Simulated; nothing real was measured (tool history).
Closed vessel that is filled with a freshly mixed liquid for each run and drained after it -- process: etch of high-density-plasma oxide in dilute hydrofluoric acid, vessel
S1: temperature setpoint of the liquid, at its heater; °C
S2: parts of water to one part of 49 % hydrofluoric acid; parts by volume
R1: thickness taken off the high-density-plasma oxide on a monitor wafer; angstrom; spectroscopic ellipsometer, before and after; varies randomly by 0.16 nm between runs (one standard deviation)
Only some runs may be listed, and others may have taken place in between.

{"run": 1, "hour": 0.0, "S1": 23.0, "S2": 190, "time in the liquid (s)": 1390, "R1": 559.38}
{"run": 2, "hour": 7.3, "S1": 21.5, "S2": 190, "time in the liquid (s)": 1390, "R1": 528.27}
{"run": 3, "hour": 12.6, "S1": 21.5, "S2": 190, "time in the liquid (s)": 1485, "R1": 569.07}
{"run": 4, "hour": 17.9, "S1": 21.5, "S2": 190, "time in the liquid (s)": 1390, "R1": 533.67}
{"run": 5, "hour": 26.5, "S1": 21.5, "S2": 130, "time in the liquid (s)": 1390, "R1": 830.44}
{"run": 6, "hour": 33.6, "S1": 20.0, "S2": 150, "time in the liquid (s)": 1390, "R1": 657.4}
{"run": 7, "hour": 36.5, "S1": 19.0, "S2": 160, "time in the liquid (s)": 1390, "R1": 588.2}
{"run": 8, "hour": 43.6, "S1": 18.5, "S2": 170, "time in the liquid (s)": 1390, "R1": 541.53}
{"run": 9, "hour": 49.6, "S1": 18.0, "S2": 175, "time in the liquid (s)": 1390, "R1": 509.22}

What does the tool deliver on the next run?
{"run": 10, "hour": 54.2, "S1": 17.5, "S2": 180, "time in the liquid (s)": 1390, "R1": "?"}

Run 10 produced R1 481.79 angstrom.
